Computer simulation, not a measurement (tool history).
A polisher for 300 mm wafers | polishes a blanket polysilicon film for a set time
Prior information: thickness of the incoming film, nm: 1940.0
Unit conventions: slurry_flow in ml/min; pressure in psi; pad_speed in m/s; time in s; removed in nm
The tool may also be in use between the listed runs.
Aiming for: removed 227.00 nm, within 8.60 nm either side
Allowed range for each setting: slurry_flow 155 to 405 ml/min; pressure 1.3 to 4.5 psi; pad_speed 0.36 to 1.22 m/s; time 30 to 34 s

run 1 day=0.000 | slurry_flow=260 pressure=2.9 pad_speed=0.78 time=34 | removed=177.79
run 2 day=0.025 | slurry_flow=260 pressure=3.1 pad_speed=0.78 time=34 | removed=193.98
run 3 day=0.300 | slurry_flow=260 pressure=3.1 pad_speed=0.88 time=34 | removed=210.61
run 4 day=0.600 | slurry_flow=260 pressure=2.5 pad_speed=0.88 time=34 | removed=171.25
run 5 day=0.658 | slurry_flow=290 pressure=2.5 pad_speed=0.88 time=34 | removed=174.14
run 6 day=1.000 | slurry_flow=345 pressure=2.5 pad_speed=0.88 time=34 | removed=174.01
run 7 day=1.146 | slurry_flow=345 pressure=2.7 pad_speed=0.88 time=34 | removed=189.10
run 8 day=1.492 | slurry_flow=345 pressure=2.8 pad_speed=0.88 time=34 | removed=192.74
run 9 day=1.796 | slurry_flow=345 pressure=3.4 pad_speed=0.88 time=34 | removed=237.39

Consider the 4 candidate settings below. Which is the only one whose results all fall within their allowed miss of target?
run A day=2.100 | slurry_flow=340 pressure=3.7 pad_speed=0.94 time=32 | removed=?
run B day=2.100 | slurry_flow=350 pressure=3.3 pad_speed=0.86 time=34 | removed=?
run C day=2.100 | slurry_flow=355 pressure=3.4 pad_speed=0.92 time=34 | removed=?
run D day=2.100 | slurry_flow=300 pressure=4.2 pad_speed=0.74 time=32 | removed=?

move=A removed=249.24
move=B removed=223.45
move=C removed=241.11
move=D removed=237.90
A: its largest miss is bigger than the last run's
B: hits every target within its allowed miss
C: its largest miss is bigger than the last run's
D: no better and no worse than the last run
So the answer is move B, the one that meets all the targets.
